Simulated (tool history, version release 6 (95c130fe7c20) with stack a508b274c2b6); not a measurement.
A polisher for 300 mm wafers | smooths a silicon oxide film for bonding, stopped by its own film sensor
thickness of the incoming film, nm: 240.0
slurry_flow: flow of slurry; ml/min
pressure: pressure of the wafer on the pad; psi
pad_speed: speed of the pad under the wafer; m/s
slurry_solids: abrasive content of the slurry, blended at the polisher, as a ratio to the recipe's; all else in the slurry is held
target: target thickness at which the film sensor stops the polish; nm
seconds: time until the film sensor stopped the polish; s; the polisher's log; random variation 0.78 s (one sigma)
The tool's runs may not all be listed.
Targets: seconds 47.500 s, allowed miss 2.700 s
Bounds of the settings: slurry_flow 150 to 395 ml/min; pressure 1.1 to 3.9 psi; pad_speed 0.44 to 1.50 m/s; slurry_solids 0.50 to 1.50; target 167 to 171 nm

run	hour	slurry_flow	pressure	pad_speed	slurry_solids	target	seconds
1	0.0	250	2.5	0.96	1.00	171	64.558
2	5.6	250	2.5	0.96	0.85	171	73.703
3	13.1	205	2.5	0.96	0.85	171	75.948
4	20.5	235	2.5	0.96	0.85	171	75.888
5	28.1	235	2.8	0.98	0.85	171	65.007
6	30.6	235	3.0	1.00	0.85	171	60.393
7	36.4	235	3.2	1.00	0.85	171	56.280
8	39.0	235	3.3	1.00	0.85	171	56.373

Which of these 5 next moves meets every target?
A	41.6	235	3.3	0.98	0.80	167	?
B	41.6	245	3.4	0.90	0.80	167	?
C	41.6	195	2.9	1.04	0.95	171	?
D	41.6	220	3.7	0.92	0.65	167	?
E	41.6	290	3.7	1.18	0.75	171	?

move	seconds
A	61.009
B	62.814
C	55.449
D	72.346
E	46.921
A: further off than the last run
B: further off than the last run
C: nearer than the last run, and not there yet
D: further off than the last run
E: meets every target
Answer: E
